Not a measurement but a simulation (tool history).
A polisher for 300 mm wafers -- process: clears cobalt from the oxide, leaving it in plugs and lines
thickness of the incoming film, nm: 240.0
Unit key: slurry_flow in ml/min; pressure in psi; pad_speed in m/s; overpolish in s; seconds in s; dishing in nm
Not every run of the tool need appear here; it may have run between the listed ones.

run    day  slurry_flow  pressure  pad_speed  overpolish  seconds  dishing
  1      0          305       1.8       0.78           8   56.633   20.964
  2  0.288          305       1.7       0.78           8   58.529   20.321
  3  0.438          305       1.7       0.86           8    54.13   20.784
  4  0.617          305       1.5       0.86           8   59.434   19.965
  5  0.642          305       1.5       0.74           8   70.232   18.735
  6  1.017          335       1.5       0.74           8   67.734   18.288
  7  1.304          250         1       0.72          12   99.019   18.615
  8  1.429          255         1       0.72          12    99.42   19.629

For run 9, what comes out?
  9  1.488          260         1       0.72          12        ?        ?

{"run 9": {"seconds": 98.826, "dishing": 18.928}}
